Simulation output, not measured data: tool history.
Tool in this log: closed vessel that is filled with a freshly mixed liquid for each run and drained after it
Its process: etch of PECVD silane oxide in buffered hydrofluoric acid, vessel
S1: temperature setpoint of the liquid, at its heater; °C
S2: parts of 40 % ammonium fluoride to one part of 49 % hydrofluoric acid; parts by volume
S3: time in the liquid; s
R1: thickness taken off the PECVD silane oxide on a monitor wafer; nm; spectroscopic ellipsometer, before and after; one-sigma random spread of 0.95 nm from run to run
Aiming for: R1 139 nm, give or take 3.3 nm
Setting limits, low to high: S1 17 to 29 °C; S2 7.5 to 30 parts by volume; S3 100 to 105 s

| run | hour | S1 | S2 | S3 | R1 |
|---|---|---|---|---|---|
| 1 | 0 | 21 | 22 | 100 | 73.187 |
| 2 | 2.2 | 21 | 22 | 100 | 71.548 |
| 3 | 7.5 | 23.5 | 22 | 100 | 82.562 |
| 4 | 16.3 | 23.5 | 22 | 100 | 82.17 |
| 5 | 24.1 | 23.5 | 22 | 105 | 87.68 |
| 6 | 29 | 24.5 | 21 | 105 | 95.304 |
| 7 | 35.9 | 25 | 20 | 105 | 101 |
| 8 | 41.6 | 25.5 | 19.5 | 105 | 106.87 |
| 9 | 43.4 | 26 | 19 | 105 | 113.2 |
| 10 | 51.4 | 26.5 | 19 | 105 | 116.58 |

Which one of the following 4 next-run settings gets every result inside its allowed miss? There is exactly one.
| A | 59.4 | 23 | 12 | 105 | ? |
| B | 59.4 | 24.5 | 13 | 105 | ? |
| C | 59.4 | 24.5 | 12.5 | 100 | ? |
| D | 59.4 | 21.5 | 12 | 105 | ? |

| move | R1 |
|---|---|
| A | 148.73 |
| B | 149.27 |
| C | 147.73 |
| D | 136.91 |
A: the result that was furthest off in the last run now lies on the other side of its target
B: the result that was furthest off in the last run now lies on the other side of its target
C: the result that was furthest off in the last run now lies on the other side of its target
D: meets every target
D is the move that brings every result within its allowed miss.

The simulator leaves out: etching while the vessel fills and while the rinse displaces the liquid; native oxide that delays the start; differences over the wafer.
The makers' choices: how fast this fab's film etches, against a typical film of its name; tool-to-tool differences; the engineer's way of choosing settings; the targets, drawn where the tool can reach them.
